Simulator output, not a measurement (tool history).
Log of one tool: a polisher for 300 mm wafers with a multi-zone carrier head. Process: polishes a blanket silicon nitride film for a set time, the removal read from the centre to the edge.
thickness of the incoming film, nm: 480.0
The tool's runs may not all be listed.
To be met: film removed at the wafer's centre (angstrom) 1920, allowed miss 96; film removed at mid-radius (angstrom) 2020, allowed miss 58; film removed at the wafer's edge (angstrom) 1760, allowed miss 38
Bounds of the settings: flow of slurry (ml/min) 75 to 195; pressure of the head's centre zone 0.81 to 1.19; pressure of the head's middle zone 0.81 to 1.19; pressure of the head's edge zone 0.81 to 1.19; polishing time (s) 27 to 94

run,hour,flow of slurry (ml/min),pressure of the head's centre zone,pressure of the head's middle zone,pressure of the head's edge zone,polishing time (s),film removed at the wafer's centre (angstrom),film removed at mid-radius (angstrom),film removed at the wafer's edge (angstrom)
1,0,125,1,1,1,60,1476.3,1538.3,1417
2,3.6,125,1,1,1,68,1671.4,1708.9,1625.7
3,12.1,125,1,1,1,78,1895,1971.8,1852.3
4,18.4,125,1.01,1.01,0.98,78,1912,2018.6,1852
5,20.8,125,1.02,1.01,0.96,78,1994.5,2010.7,1839
6,28.2,125,1.02,1.01,0.96,70,1753.4,1803.3,1653.9
7,35.6,135,1.02,1.02,0.96,70,1758.5,1832.7,1672.2
8,39.3,145,1.04,1.04,0.95,70,1852.9,1917.4,1660.3
9,40.8,150,1.04,1.04,0.96,70,1843.1,1894,1702.8
10,49.1,175,1.05,1.09,0.95,70,1973.6,2014.4,1697.2
11,51.8,175,1.04,1.09,0.96,70,1865.4,2047.8,1721

4 next moves are on the table. One of them brings every result within its allowed miss. Which?
A,54.5,175,0.96,1.07,1.04,70,?,?,?
B,54.5,195,1.05,1.08,1.05,69,?,?,?
C,54.5,165,1.05,1.16,1,69,?,?,?
D,54.5,150,0.99,1.13,0.94,70,?,?,?

move,film removed at the wafer's centre (angstrom),film removed at mid-radius (angstrom),film removed at the wafer's edge (angstrom)
A,1742.8,2011.5,1772.5
B,1914.7,2030,1772.7
C,1861.6,2104.2,1713
D,1747.2,2054.4,1687.9
A: brings the result that was furthest off to its target, and leaves another outside
B: meets every target
C: further off than the last run
D: further off than the last run
The right move is B.
